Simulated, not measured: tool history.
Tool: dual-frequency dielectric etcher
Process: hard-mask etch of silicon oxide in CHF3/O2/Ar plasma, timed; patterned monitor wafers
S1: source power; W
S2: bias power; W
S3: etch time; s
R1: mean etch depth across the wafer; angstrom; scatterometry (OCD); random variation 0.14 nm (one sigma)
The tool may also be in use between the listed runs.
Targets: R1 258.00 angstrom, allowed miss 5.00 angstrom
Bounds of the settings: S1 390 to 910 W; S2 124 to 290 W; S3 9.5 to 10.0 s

{"run": 1, "hour": 0.0, "S1": 650, "S2": 207, "S3": 10.0, "R1": 230.44}
{"run": 2, "hour": 8.6, "S1": 650, "S2": 207, "S3": 10.0, "R1": 230.8}
{"run": 3, "hour": 15.9, "S1": 570, "S2": 207, "S3": 10.0, "R1": 218.2}
{"run": 4, "hour": 19.4, "S1": 600, "S2": 209, "S3": 10.0, "R1": 223.96}
{"run": 5, "hour": 21.1, "S1": 630, "S2": 211, "S3": 10.0, "R1": 228.7}
{"run": 6, "hour": 28.7, "S1": 660, "S2": 213, "S3": 10.0, "R1": 235.14}
{"run": 7, "hour": 35.6, "S1": 680, "S2": 214, "S3": 10.0, "R1": 239.1}
{"hour": 37.3, "done": "wet clean of the chamber"}
{"run": 8, "hour": 37.3, "S1": 690, "S2": 215, "S3": 10.0, "R1": 231.98}
{"run": 9, "hour": 39.7, "S1": 820, "S2": 257, "S3": 10.0, "R1": 274.5}
{"run": 10, "hour": 41.7, "S1": 810, "S2": 256, "S3": 10.0, "R1": 268.91}
{"run": 11, "hour": 49.4, "S1": 800, "S2": 255, "S3": 10.0, "R1": 267.1}
{"run": 12, "hour": 50.2, "S1": 790, "S2": 254, "S3": 10.0, "R1": 265.3}
{"run": 13, "hour": 51.4, "S1": 780, "S2": 253, "S3": 10.0, "R1": 262.52}
{"run": 14, "hour": 58.6, "S1": 770, "S2": 252, "S3": 10.0, "R1": 263.03}

Which of these 4 next moves meets every target?
{"run": "A", "hour": 65.8, "S1": 790, "S2": 254, "S3": 10.0, "R1": "?"}
{"run": "B", "hour": 65.8, "S1": 800, "S2": 255, "S3": 10.0, "R1": "?"}
{"run": "C", "hour": 65.8, "S1": 810, "S2": 234, "S3": 10.0, "R1": "?"}
{"run": "D", "hour": 65.8, "S1": 750, "S2": 268, "S3": 10.0, "R1": "?"}

move=A R1=264.10
move=B R1=265.89
move=C R1=256.72
move=D R1=265.30
A: further off than the last run
B: further off than the last run
C: meets every target
D: further off than the last run
The right move is C.
